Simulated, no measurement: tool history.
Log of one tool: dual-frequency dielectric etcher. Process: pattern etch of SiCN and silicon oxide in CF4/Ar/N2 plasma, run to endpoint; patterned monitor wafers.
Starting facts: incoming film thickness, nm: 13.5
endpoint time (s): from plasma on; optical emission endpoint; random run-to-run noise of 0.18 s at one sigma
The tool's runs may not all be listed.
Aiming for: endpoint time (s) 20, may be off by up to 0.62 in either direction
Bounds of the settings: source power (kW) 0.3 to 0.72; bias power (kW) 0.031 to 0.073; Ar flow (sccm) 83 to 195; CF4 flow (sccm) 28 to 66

Run 1, hour 0: source power (kW) 0.51, bias power (kW) 0.052, Ar flow (sccm) 139, CF4 flow (sccm) 47. Result: endpoint time (s) 16.032.
Run 2, hour 2.8: source power (kW) 0.48, bias power (kW) 0.052, Ar flow (sccm) 139, CF4 flow (sccm) 47. Result: endpoint time (s) 17.044.
Run 3, hour 4.9: source power (kW) 0.46, bias power (kW) 0.052, Ar flow (sccm) 139, CF4 flow (sccm) 47. Result: endpoint time (s) 17.625.
Run 4, hour 6.6: source power (kW) 0.45, bias power (kW) 0.052, Ar flow (sccm) 139, CF4 flow (sccm) 47. Result: endpoint time (s) 18.279.
Run 5, hour 11.3: source power (kW) 0.45, bias power (kW) 0.052, Ar flow (sccm) 139, CF4 flow (sccm) 53. Result: endpoint time (s) 18.084.
Run 6, hour 12.3: source power (kW) 0.45, bias power (kW) 0.052, Ar flow (sccm) 149, CF4 flow (sccm) 53. Result: endpoint time (s) 17.966.
Run 7, hour 15.8: source power (kW) 0.44, bias power (kW) 0.052, Ar flow (sccm) 149, CF4 flow (sccm) 53. Result: endpoint time (s) 18.651.
Run 8, hour 21.2: source power (kW) 0.43, bias power (kW) 0.052, Ar flow (sccm) 149, CF4 flow (sccm) 53. Result: endpoint time (s) 18.922.
Run 9, hour 22.3: source power (kW) 0.42, bias power (kW) 0.052, Ar flow (sccm) 149, CF4 flow (sccm) 53. Result: endpoint time (s) 19.244.

Which of these 4 next moves meets every target?
Run A, hour 23.4: source power (kW) 0.41, bias power (kW) 0.046, Ar flow (sccm) 155, CF4 flow (sccm) 51. Result: endpoint time (s) ?.
Run B, hour 23.4: source power (kW) 0.36, bias power (kW) 0.053, Ar flow (sccm) 149, CF4 flow (sccm) 59. Result: endpoint time (s) ?.
Run C, hour 23.4: source power (kW) 0.38, bias power (kW) 0.05, Ar flow (sccm) 142, CF4 flow (sccm) 44. Result: endpoint time (s) ?.
Run D, hour 23.4: source power (kW) 0.36, bias power (kW) 0.064, Ar flow (sccm) 136, CF4 flow (sccm) 52. Result: endpoint time (s) ?.

move  endpoint time (s)
   A             21.286
   B             21.669
   C             22.039
   D             19.768
A: pushes the last run's worst result past its target
B: pushes the last run's worst result past its target
C: pushes the last run's worst result past its target
D: all results land within tolerance of their targets
The move that meets every target is D.
